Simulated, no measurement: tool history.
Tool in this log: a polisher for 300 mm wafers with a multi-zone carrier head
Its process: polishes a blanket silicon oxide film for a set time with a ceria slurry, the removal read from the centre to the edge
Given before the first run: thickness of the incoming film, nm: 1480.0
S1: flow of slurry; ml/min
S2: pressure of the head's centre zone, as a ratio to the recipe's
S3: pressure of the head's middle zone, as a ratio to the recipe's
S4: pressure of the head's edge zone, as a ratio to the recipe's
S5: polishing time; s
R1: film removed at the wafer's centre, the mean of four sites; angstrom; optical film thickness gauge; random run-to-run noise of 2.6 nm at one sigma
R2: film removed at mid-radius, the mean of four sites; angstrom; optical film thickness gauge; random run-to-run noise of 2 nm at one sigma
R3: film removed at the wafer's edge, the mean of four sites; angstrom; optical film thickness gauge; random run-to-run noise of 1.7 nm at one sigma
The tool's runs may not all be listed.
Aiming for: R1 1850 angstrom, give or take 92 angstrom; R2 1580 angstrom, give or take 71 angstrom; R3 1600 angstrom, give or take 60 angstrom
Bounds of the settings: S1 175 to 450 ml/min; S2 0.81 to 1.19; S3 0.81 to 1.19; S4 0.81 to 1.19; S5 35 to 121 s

run 1 day=0 | S1=290 S2=1 S3=1 S4=1 S5=78 | R1=2710 R2=2531.9 R3=2560.4
run 2 day=0.229 | S1=290 S2=1 S3=0.99 S4=0.99 S5=74 | R1=2460.7 R2=2440.1 R3=2431.6
run 3 day=0.554 | S1=355 S2=1 S3=0.99 S4=0.99 S5=74 | R1=2563.1 R2=2467.7 R3=2499.2
run 4 day=0.65 | S1=350 S2=1.02 S3=0.98 S4=0.97 S5=70 | R1=2491.5 R2=2372.7 R3=2330.8
run 5 day=0.792 | S1=350 S2=1.02 S3=0.98 S4=0.89 S5=70 | R1=2505.6 R2=2331.3 R3=2236.3
run 6 day=1.154 | S1=350 S2=1.02 S3=0.98 S4=0.97 S5=70 | R1=2439.8 R2=2362 R3=2324.3
run 7 day=1.338 | S1=335 S2=1.03 S3=0.96 S4=0.96 S5=67 | R1=2356.3 R2=2210.8 R3=2188.7
run 8 day=1.375 | S1=330 S2=1.03 S3=0.94 S4=0.95 S5=65 | R1=2320.3 R2=2107.6 R3=2124.6
run 9 day=1.725 | S1=325 S2=1.03 S3=0.93 S4=0.94 S5=63 | R1=2206.3 R2=2004.9 R3=2043.6
run 10 day=1.779 | S1=320 S2=1.03 S3=0.92 S4=0.93 S5=61 | R1=2176 R2=1886.8 R3=1931.4
run 11 day=2.029 | S1=320 S2=1.03 S3=0.92 S4=0.93 S5=61 | R1=2175.9 R2=1854 R3=1968.1
run 12 day=2.371 | S1=320 S2=1.03 S3=0.92 S4=0.92 S5=59 | R1=2008.7 R2=1831.3 R3=1902.8
run 13 day=2.742 | S1=315 S2=1.04 S3=0.92 S4=0.91 S5=58 | R1=2055.3 R2=1811.8 R3=1846.2
run 14 day=2.929 | S1=305 S2=1.04 S3=0.92 S4=0.9 S5=57 | R1=1972.1 R2=1759.1 R3=1818
run 15 day=3.067 | S1=305 S2=1.04 S3=0.92 S4=0.9 S5=57 | R1=2036 R2=1745.1 R3=1810
run 16 day=3.104 | S1=300 S2=1.03 S3=0.91 S4=0.82 S5=49 | R1=1717.7 R2=1509.5 R3=1496.8
run 17 day=3.342 | S1=305 S2=1.03 S3=0.91 S4=0.83 S5=49 | R1=1728.4 R2=1488.8 R3=1496.6
run 18 day=3.588 | S1=310 S2=1.03 S3=0.91 S4=0.84 S5=49 | R1=1776.9 R2=1493.4 R3=1520.1
run 19 day=3.833 | S1=310 S2=1.03 S3=0.91 S4=0.85 S5=49 | R1=1717.8 R2=1477.8 R3=1494.4
run 20 day=4.083 | S1=310 S2=1.04 S3=0.91 S4=0.86 S5=49 | R1=1745.6 R2=1484.6 R3=1508.4
run 21 day=4.242 | S1=310 S2=1.04 S3=0.91 S4=0.87 S5=49 | R1=1722 R2=1497.4 R3=1539.4

Which of these 5 next moves meets every target?
run A day=4.4 | S1=405 S2=1.06 S3=0.92 S4=0.86 S5=50 | R1=? R2=? R3=?
run B day=4.4 | S1=375 S2=1.02 S3=0.83 S4=0.99 S5=48 | R1=? R2=? R3=?
run C day=4.4 | S1=360 S2=1.08 S3=0.91 S4=0.81 S5=48 | R1=? R2=? R3=?
run D day=4.4 | S1=320 S2=1.17 S3=0.87 S4=0.81 S5=53 | R1=? R2=? R3=?
run E day=4.4 | S1=380 S2=1.19 S3=0.95 S4=0.81 S5=52 | R1=? R2=? R3=?

move=A R1=1860.7 R2=1597.5 R3=1584
move=B R1=1711.1 R2=1400.4 R3=1618
move=C R1=1799.3 R2=1505.8 R3=1470.7
move=D R1=2116.5 R2=1584.7 R3=1611.9
move=E R1=2145.7 R2=1697.4 R3=1597.7
A: every result lands within tolerance
B: moves away from the targets compared with the last run
C: the furthest-off result lands on target, but another misses its tolerance
D: pushes the last run's worst result past its target
E: pushes the last run's worst result past its target
A meets every target.
